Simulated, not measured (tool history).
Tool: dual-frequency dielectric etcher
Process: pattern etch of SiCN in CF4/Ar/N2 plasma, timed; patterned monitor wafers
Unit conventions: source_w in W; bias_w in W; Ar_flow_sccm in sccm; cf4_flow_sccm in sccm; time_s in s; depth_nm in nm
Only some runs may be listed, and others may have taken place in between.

run,day,source_w,bias_w,Ar_flow_sccm,cf4_flow_sccm,time_s,depth_nm
1,0,590,63,131,47,68.5,65.779
2,0.05,590,63,131,40,68.5,63.269
3,0.404,650,63,131,40,68.5,68.571
4,0.65,630,63,131,40,68.5,66.981
5,0.942,610,63,131,40,68.5,65.404
6,1.088,610,63,131,45,68.5,66.402
7,1.229,590,63,131,45,68.5,65.364
8,1.321,580,63,131,45,68.5,64.29

Run 9 has not been measured yet. What should we expect?
9,1.688,570,63,131,45,68.5,?

{"run 9": {"depth_nm": 63.57}}

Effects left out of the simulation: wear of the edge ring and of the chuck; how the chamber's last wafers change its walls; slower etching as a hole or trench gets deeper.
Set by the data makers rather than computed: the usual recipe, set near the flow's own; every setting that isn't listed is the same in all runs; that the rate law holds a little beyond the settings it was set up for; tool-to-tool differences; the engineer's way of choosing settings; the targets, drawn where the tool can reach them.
